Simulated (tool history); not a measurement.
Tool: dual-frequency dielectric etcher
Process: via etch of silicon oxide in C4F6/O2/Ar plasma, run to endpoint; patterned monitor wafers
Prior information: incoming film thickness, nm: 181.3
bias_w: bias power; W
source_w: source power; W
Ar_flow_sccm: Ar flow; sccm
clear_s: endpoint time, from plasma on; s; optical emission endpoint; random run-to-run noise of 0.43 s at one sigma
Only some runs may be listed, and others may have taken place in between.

{"run": 1, "hour": 0.0, "bias_w": 513, "source_w": 370, "Ar_flow_sccm": 220, "clear_s": 39.841}
{"run": 2, "hour": 5.9, "bias_w": 597, "source_w": 370, "Ar_flow_sccm": 220, "clear_s": 38.103}
{"run": 3, "hour": 6.4, "bias_w": 597, "source_w": 370, "Ar_flow_sccm": 258, "clear_s": 38.458}
{"run": 4, "hour": 13.6, "bias_w": 597, "source_w": 370, "Ar_flow_sccm": 227, "clear_s": 38.287}
{"run": 5, "hour": 22.0, "bias_w": 597, "source_w": 370, "Ar_flow_sccm": 197, "clear_s": 37.449}
{"run": 6, "hour": 22.8, "bias_w": 521, "source_w": 330, "Ar_flow_sccm": 226, "clear_s": 42.479}
{"run": 7, "hour": 26.9, "bias_w": 465, "source_w": 300, "Ar_flow_sccm": 240, "clear_s": 47.481}

What will run 8 give?
{"run": 8, "hour": 29.1, "bias_w": 432, "source_w": 280, "Ar_flow_sccm": 242, "clear_s": "?"}

clear_s: 50.848 s
